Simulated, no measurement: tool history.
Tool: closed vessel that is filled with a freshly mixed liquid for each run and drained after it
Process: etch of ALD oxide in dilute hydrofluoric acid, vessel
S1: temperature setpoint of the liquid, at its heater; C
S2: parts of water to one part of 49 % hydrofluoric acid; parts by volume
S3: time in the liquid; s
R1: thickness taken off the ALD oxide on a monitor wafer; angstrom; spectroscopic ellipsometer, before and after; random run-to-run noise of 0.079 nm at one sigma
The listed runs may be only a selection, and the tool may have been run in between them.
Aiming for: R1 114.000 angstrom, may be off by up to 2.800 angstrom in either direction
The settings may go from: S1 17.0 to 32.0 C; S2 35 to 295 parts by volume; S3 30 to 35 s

run	hour	S1	S2	S3	R1
1	0.0	24.0	165	35	65.166
2	1.6	24.0	165	35	65.603
3	9.3	25.5	160	35	71.622
4	13.6	25.5	160	35	70.436
5	19.3	25.5	110	35	109.150
# hour 22.5: hydrofluoric acid flow meter replaced
6	22.5	25.5	80	35	144.470
7	28.2	24.5	80	35	137.280
8	30.2	23.5	80	35	131.980
9	32.8	23.0	80	35	128.710
10	39.9	22.5	80	35	126.670
11	43.7	22.5	80	35	126.730
12	46.2	22.0	80	35	125.840
13	51.5	22.0	80	35	124.930
14	53.7	22.0	80	35	122.980
15	62.3	21.5	80	35	120.180

Exercise: of the 5 proposed moves below, exactly one satisfies all targets within the stated allowed misses. Which move is it?
A	70.9	20.0	70	30	?
B	70.9	23.5	80	35	?
C	70.9	21.5	75	35	?
D	70.9	23.0	80	35	?
E	70.9	25.0	85	35	?

move	R1
A	114.470
B	133.330
C	131.880
D	130.660
E	132.410
A: in spec on every target
B: misses by more than the last run did
C: misses by more than the last run did
D: misses by more than the last run did
E: misses by more than the last run did
The right move is A.

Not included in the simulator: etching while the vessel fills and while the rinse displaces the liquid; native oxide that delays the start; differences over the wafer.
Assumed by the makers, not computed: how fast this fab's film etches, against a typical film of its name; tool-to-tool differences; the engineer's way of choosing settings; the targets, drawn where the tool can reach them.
